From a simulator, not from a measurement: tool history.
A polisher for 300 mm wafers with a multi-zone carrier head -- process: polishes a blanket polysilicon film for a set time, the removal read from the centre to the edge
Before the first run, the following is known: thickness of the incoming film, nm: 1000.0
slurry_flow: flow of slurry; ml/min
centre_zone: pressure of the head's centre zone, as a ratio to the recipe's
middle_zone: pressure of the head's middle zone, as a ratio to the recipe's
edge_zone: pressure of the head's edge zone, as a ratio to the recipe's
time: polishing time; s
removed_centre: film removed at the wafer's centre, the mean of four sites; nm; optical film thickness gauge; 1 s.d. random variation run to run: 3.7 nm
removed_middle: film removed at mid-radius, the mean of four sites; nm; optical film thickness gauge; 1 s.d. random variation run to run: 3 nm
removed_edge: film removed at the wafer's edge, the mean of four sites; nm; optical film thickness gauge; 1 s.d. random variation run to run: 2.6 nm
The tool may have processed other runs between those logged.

run    day  slurry_flow  centre_zone  middle_zone  edge_zone  time  removed_centre  removed_middle  removed_edge
  1  0.000          165         1.00         1.00       1.00    47          325.02          330.08        326.20
  2  0.192          160         1.00         0.97       0.98    45          312.33          298.10        302.99
  3  0.258          160         1.00         0.97       0.93    45          314.22          300.54        294.38
  4  0.479          150         0.99         0.95       0.92    45          305.21          294.77        295.56
  5  0.633          150         0.92         0.95       0.92    45          286.26          299.55        293.16
  6  1.008          180         0.92         0.95       0.92    45          296.58          308.58        303.14
  7  1.146          170         0.93         0.92       0.90    44          293.21          287.96        288.01

The next listed run, before its measurement:
  8  1.458          160         0.93         0.90       0.89    44               ?               ?             ?

Run 8 gave removed_centre 286.28 nm, removed_middle 273.94 nm, removed_edge 286.17 nm.

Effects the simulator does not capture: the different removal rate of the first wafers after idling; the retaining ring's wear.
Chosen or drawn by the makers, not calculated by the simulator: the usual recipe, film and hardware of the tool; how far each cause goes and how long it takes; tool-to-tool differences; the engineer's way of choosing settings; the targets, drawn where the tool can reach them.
